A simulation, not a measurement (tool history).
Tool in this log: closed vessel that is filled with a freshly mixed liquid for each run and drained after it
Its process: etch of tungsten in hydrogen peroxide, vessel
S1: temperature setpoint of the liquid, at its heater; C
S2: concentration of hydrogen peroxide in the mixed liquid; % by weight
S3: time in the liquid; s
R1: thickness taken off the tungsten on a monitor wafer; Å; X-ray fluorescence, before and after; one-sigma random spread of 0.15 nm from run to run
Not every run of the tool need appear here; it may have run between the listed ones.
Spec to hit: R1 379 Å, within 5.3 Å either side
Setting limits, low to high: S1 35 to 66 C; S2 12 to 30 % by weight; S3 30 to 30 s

run 1 hour=0 | S1=51 S2=20.5 S3=30 | R1=513.23
run 2 hour=1.8 | S1=49.5 S2=20.5 S3=30 | R1=469.39
run 3 hour=4.8 | S1=54.5 S2=20.5 S3=30 | R1=632.64
run 4 hour=6.1 | S1=54.5 S2=20.5 S3=30 | R1=638.68
run 5 hour=9 | S1=52 S2=20.5 S3=30 | R1=545.44
run 6 hour=13.1 | S1=50.5 S2=20.5 S3=30 | R1=495.12
run 7 hour=21.8 | S1=49.5 S2=20.5 S3=30 | R1=469.28
run 8 hour=29.9 | S1=48.5 S2=20.5 S3=30 | R1=441.52
run 9 hour=33.8 | S1=48 S2=20.5 S3=30 | R1=428.08
run 10 hour=40.2 | S1=47.5 S2=20.5 S3=30 | R1=417.42
run 11 hour=46 | S1=47 S2=20.5 S3=30 | R1=403.29

Exercise: of the 4 proposed moves below, exactly one satisfies all targets within the stated allowed misses. Which move is it?
run A hour=51.8 | S1=47 S2=18 S3=30 | R1=?
run B hour=51.8 | S1=46 S2=19.5 S3=30 | R1=?
run C hour=51.8 | S1=42.5 S2=29.5 S3=30 | R1=?
run D hour=51.8 | S1=46.5 S2=18 S3=30 | R1=?

move=A R1=377.21
move=B R1=368.84
move=C R1=363.44
move=D R1=365.63
A: every result within its allowed miss
B: takes the result that was furthest off past its target
C: takes the result that was furthest off past its target
D: takes the result that was furthest off past its target
Move A is the one to make.
